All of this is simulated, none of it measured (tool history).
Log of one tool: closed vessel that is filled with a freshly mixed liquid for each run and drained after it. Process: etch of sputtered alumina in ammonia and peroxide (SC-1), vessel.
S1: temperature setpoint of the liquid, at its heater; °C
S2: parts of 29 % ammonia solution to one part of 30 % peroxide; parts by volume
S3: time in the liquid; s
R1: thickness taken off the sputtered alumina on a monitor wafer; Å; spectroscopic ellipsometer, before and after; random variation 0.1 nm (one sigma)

{"run": 1, "day": 0.0, "S1": 51, "S2": 0.7, "S3": 175, "R1": 85.663}
{"run": 2, "day": 0.092, "S1": 52.5, "S2": 0.7, "S3": 175, "R1": 92.859}
{"run": 3, "day": 0.238, "S1": 47.5, "S2": 0.7, "S3": 175, "R1": 71.29}
{"run": 4, "day": 0.312, "S1": 49.5, "S2": 0.7, "S3": 175, "R1": 79.043}
{"run": 5, "day": 0.488, "S1": 44.5, "S2": 0.7, "S3": 175, "R1": 59.27}
{"day": 0.567, "done": "thermometer replaced"}
{"run": 6, "day": 0.567, "S1": 44.5, "S2": 0.7, "S3": 175, "R1": 66.886}
{"run": 7, "day": 0.95, "S1": 52.5, "S2": 0.75, "S3": 175, "R1": 104.28}

Run 8 is up next; what results do you expect?
{"run": 8, "day": 1.288, "S1": 53.5, "S2": 0.75, "S3": 175, "R1": "?"}

{"run 8": {"R1": 109.55}}
